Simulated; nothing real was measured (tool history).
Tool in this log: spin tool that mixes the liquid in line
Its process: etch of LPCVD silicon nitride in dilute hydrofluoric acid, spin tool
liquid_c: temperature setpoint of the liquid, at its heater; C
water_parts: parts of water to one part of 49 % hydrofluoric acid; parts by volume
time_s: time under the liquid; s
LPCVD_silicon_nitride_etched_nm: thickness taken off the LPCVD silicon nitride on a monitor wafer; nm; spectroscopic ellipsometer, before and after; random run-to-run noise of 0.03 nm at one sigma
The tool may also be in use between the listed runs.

run	hour	liquid_c	water_parts	time_s	LPCVD_silicon_nitride_etched_nm
1	0	21	65	90	0.57465
2	1.6	21	75	90	0.49382
3	6.7	23	75	90	0.58459
4	14.8	24.5	75	90	0.65925
5	20.3	24.5	75	90	0.63288
6	25.8	24.5	65	90	0.7662
7	33.3	25.5	60	90	0.84754

Run 8 comes next. What will it give?
8	34.9	25.5	60	90	?

LPCVD_silicon_nitride_etched_nm: 0.8526 nm
